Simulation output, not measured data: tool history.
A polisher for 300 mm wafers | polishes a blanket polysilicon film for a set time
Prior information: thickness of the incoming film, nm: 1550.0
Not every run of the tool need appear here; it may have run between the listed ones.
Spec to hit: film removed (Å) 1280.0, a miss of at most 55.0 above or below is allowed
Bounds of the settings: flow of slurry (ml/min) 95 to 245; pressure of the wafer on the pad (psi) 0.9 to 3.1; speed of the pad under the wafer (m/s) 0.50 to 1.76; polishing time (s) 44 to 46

run	hour	flow of slurry (ml/min)	pressure of the wafer on the pad (psi)	speed of the pad under the wafer (m/s)	polishing time (s)	film removed (Å)
1	0.0	155	2.0	1.12	44	2446.0
2	3.5	155	2.4	1.12	44	2970.9
3	10.8	155	2.7	1.12	44	3315.0
4	18.8	155	2.4	1.08	44	2857.4
5	26.4	115	2.4	1.08	44	2754.8
6	29.2	115	2.9	1.08	44	3198.7
7	31.0	105	2.3	0.76	44	1876.3
8	37.9	105	2.1	0.76	44	1788.4
9	38.9	105	1.9	0.76	44	1605.0
10	41.7	105	1.8	0.76	44	1489.0
11	45.0	105	1.7	0.76	44	1444.4
12	46.9	105	1.6	0.76	44	1337.3

Below are 5 possible settings for the next run. Only one of them brings all results inside the allowed miss of their targets. Which is it?
A	48.8	110	1.9	0.54	45	?
B	48.8	95	1.6	0.78	46	?
C	48.8	120	1.3	0.72	46	?
D	48.8	110	1.1	0.96	44	?
E	48.8	95	1.7	0.60	44	?

move	film removed (Å)
A	1260.5
B	1402.4
C	1127.0
D	1140.0
E	1163.0
A: meets every target
B: the biggest miss grows against the last run
C: carries the result that was furthest off beyond its target, to the other side
D: carries the result that was furthest off beyond its target, to the other side
E: carries the result that was furthest off beyond its target, to the other side
So the answer is move A, the one that meets all the targets.
